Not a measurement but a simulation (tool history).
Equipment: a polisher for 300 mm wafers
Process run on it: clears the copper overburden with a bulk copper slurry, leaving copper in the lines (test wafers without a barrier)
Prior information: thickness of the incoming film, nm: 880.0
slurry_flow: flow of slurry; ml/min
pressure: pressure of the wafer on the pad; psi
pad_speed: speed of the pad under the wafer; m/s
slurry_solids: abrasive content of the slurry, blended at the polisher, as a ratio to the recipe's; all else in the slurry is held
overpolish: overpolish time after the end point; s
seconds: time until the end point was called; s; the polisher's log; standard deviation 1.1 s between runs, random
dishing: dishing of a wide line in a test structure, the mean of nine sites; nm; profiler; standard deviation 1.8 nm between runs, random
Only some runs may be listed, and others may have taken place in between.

run	day	slurry_flow	pressure	pad_speed	slurry_solids	overpolish	seconds	dishing
1	0.000	305	2.7	1.34	1.0	18	73.603	82.890
2	0.204	305	2.7	1.22	1.0	18	77.514	80.396
3	0.567	305	3.3	1.22	1.0	18	63.098	96.399
4	0.704	305	3.3	1.20	1.0	20	64.116	100.080
5	0.983	305	2.9	1.20	1.0	20	72.441	90.636
6	1.021	375	2.9	1.20	1.0	20	71.235	92.107
7	1.117	375	3.0	1.18	1.0	22	68.863	95.508
8	1.358	370	3.1	1.16	1.0	24	71.173	103.230
9	1.696	370	3.2	1.16	1.0	24	67.908	101.390

The next listed run, before its measurement:
10	1.746	370	3.3	1.16	1.0	25	?	?

{"run 10": {"seconds": 66.063, "dishing": 106.91}}

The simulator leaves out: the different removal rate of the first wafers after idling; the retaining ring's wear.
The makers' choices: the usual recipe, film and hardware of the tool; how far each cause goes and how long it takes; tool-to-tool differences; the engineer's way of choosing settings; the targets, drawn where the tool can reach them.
